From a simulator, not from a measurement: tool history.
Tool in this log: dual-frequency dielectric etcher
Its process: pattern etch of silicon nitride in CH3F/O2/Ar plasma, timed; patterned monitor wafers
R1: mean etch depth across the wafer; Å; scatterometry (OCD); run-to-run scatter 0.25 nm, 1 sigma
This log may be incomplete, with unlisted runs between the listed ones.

run 1 day=0.000 | source_power_(kW)=0.280 bias_power_(kW)=0.073 etch_time_(s)=48.0 | R1=326.83
run 2 day=0.158 | source_power_(kW)=0.300 bias_power_(kW)=0.074 etch_time_(s)=48.0 | R1=330.91
run 3 day=0.279 | source_power_(kW)=0.300 bias_power_(kW)=0.074 etch_time_(s)=44.5 | R1=305.28
run 4 day=0.500 | source_power_(kW)=0.340 bias_power_(kW)=0.074 etch_time_(s)=44.5 | R1=313.28
run 5 day=0.625 | source_power_(kW)=0.340 bias_power_(kW)=0.074 etch_time_(s)=44.5 | R1=316.97
run 6 day=0.912 | source_power_(kW)=0.340 bias_power_(kW)=0.074 etch_time_(s)=44.5 | R1=316.82
run 7 day=0.996 | source_power_(kW)=0.340 bias_power_(kW)=0.079 etch_time_(s)=45.0 | R1=326.03

Forecast run 8:
run 8 day=1.179 | source_power_(kW)=0.340 bias_power_(kW)=0.083 etch_time_(s)=45.5 | R1=?

{"run 8": {"R1": 340.05}}
